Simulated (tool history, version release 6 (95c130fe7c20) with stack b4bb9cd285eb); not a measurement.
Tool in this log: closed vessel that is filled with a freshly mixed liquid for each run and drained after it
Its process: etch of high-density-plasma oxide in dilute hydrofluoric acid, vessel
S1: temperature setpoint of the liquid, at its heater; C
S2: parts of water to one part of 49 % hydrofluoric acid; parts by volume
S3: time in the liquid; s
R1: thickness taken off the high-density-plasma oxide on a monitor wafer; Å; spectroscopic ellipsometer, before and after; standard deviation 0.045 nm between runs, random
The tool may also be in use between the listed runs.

Run 1, hour 0: S1 22 C, S2 210 parts by volume, S3 110 s. Result: R1 38.524 Å.
Run 2, hour 1.4: S1 22 C, S2 210 parts by volume, S3 55 s. Result: R1 19.586 Å.
Run 3, hour 4.8: S1 23 C, S2 185 parts by volume, S3 60 s. Result: R1 25.585 Å.
Run 4, hour 14.2: S1 22 C, S2 165 parts by volume, S3 65 s. Result: R1 30.791 Å.
Run 5, hour 15.4: S1 21.5 C, S2 150 parts by volume, S3 70 s. Result: R1 36.119 Å.
At hour 23.1: hydrofluoric acid flow meter replaced.
Run 6, hour 23.1: S1 21.5 C, S2 115 parts by volume, S3 70 s. Result: R1 52.475 Å.

What will run 7 give?
Run 7, hour 28.2: S1 21 C, S2 110 parts by volume, S3 70 s. Result: R1 ?.

Run 7 produced R1 54.138 Å.
